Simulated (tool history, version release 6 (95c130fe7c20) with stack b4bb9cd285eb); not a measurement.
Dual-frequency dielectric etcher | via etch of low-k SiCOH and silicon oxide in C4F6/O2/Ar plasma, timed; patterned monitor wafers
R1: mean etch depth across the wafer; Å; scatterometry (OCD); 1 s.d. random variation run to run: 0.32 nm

Run 1, hour 0: source power (kW) 0.31, bias power (kW) 0.204, etch time (s) 33.5. Result: R1 856.35 Å.
Run 2, hour 2.2: source power (kW) 0.34, bias power (kW) 0.204, etch time (s) 33.5. Result: R1 879.6 Å.
Run 3, hour 7.2: source power (kW) 0.32, bias power (kW) 0.202, etch time (s) 33.5. Result: R1 861.45 Å.
Run 4, hour 10: source power (kW) 0.36, bias power (kW) 0.202, etch time (s) 33.5. Result: R1 888.57 Å.
Run 5, hour 17.7: source power (kW) 0.34, bias power (kW) 0.199, etch time (s) 33.5. Result: R1 868.21 Å.
Run 6, hour 22.8: source power (kW) 0.3, bias power (kW) 0.199, etch time (s) 33.5. Result: R1 836.01 Å.
Run 7, hour 28.9: source power (kW) 0.29, bias power (kW) 0.198, etch time (s) 33.5. Result: R1 821.7 Å.

For run 8, what comes out?
Run 8, hour 37.5: source power (kW) 0.28, bias power (kW) 0.198, etch time (s) 33.5. Result: R1 ?.

Run 8 measured R1 823.29 Å.
